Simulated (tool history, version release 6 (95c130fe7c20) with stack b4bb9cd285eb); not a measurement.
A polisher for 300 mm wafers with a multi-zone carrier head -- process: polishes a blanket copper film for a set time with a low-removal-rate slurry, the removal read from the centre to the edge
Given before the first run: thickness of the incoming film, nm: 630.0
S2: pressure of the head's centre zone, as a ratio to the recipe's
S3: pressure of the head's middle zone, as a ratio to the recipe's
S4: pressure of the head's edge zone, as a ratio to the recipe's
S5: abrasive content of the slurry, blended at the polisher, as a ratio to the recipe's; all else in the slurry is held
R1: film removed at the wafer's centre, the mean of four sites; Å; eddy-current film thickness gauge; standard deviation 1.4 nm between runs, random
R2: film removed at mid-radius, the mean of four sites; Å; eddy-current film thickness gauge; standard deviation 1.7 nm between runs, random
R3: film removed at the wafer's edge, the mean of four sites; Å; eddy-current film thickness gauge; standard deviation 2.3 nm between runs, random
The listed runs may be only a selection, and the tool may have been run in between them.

run 1 hour=0.0 | flow_of_slurry_(ml/min)=125 S2=1.00 S3=1.00 S4=1.00 S5=1.00 polishing_time_(s)=39 | R1=1794.6 R2=1849.3 R3=2019.4
run 2 hour=8.7 | flow_of_slurry_(ml/min)=125 S2=1.00 S3=1.07 S4=1.00 S5=1.00 polishing_time_(s)=39 | R1=1800.8 R2=1986.6 R3=1985.0
run 3 hour=10.7 | flow_of_slurry_(ml/min)=120 S2=0.99 S3=1.04 S4=0.99 S5=0.95 polishing_time_(s)=39 | R1=1735.7 R2=1878.2 R3=1930.9
run 4 hour=11.8 | flow_of_slurry_(ml/min)=115 S2=0.98 S3=1.01 S4=0.99 S5=0.95 polishing_time_(s)=39 | R1=1712.8 R2=1791.3 R3=1914.2
run 5 hour=13.6 | flow_of_slurry_(ml/min)=115 S2=0.98 S3=0.98 S4=0.99 S5=0.95 polishing_time_(s)=39 | R1=1699.7 R2=1745.1 R3=1926.2
run 6 hour=15.5 | flow_of_slurry_(ml/min)=110 S2=0.97 S3=0.97 S4=0.99 S5=0.95 polishing_time_(s)=39 | R1=1618.9 R2=1715.2 R3=1875.0
run 7 hour=23.4 | flow_of_slurry_(ml/min)=75 S2=0.98 S3=0.87 S4=1.07 S5=0.95 polishing_time_(s)=39 | R1=1268.3 R2=1283.5 R3=1733.0

Run 8 comes next. What will it give?
run 8 hour=30.9 | flow_of_slurry_(ml/min)=110 S2=0.98 S3=0.92 S4=1.05 S5=0.85 polishing_time_(s)=38 | R1=? R2=? R3=?

R1: 1557.9 Å
R2: 1554.2 Å
R3: 1890.1 Å
